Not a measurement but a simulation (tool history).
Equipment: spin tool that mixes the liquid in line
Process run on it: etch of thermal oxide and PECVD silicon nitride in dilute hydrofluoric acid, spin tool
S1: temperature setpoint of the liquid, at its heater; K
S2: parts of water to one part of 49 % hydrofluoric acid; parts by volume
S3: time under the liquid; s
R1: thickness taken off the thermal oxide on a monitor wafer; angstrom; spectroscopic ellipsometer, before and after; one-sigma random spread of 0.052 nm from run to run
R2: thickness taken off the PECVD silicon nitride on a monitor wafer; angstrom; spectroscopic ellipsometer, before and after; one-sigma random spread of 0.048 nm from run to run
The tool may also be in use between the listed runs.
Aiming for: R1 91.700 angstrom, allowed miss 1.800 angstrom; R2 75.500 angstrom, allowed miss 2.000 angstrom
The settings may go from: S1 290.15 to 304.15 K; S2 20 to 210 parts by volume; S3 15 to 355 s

run	day	S1	S2	S3	R1	R2
1	0.000	296.15	115	180	64.033	49.297
2	0.038	296.15	115	255	91.556	68.860
3	0.258	296.15	115	210	75.023	56.887
4	0.542	296.15	95	210	94.091	68.933
5	0.750	296.15	130	210	65.239	50.715
6	1.083	296.65	125	210	69.258	54.491
7	1.167	297.15	120	210	74.940	58.037
8	1.375	298.15	120	210	77.079	62.854
9	1.583	299.15	100	205	96.585	77.418

Which one of the following 4 next-run settings gets every result inside its allowed miss? There is exactly one.
A	1.792	297.65	105	240	?	?
B	1.792	298.65	100	205	?	?
C	1.792	300.15	95	175	?	?
D	1.792	298.15	90	190	?	?

move	R1	R2
A	100.530	78.984
B	94.351	75.583
C	90.461	74.824
D	96.494	75.256
A: further off than the last run
B: nearer than the last run, and not there yet
C: all results in spec
D: neither nearer nor further off than the last run
Correct choice: C, which meets every target

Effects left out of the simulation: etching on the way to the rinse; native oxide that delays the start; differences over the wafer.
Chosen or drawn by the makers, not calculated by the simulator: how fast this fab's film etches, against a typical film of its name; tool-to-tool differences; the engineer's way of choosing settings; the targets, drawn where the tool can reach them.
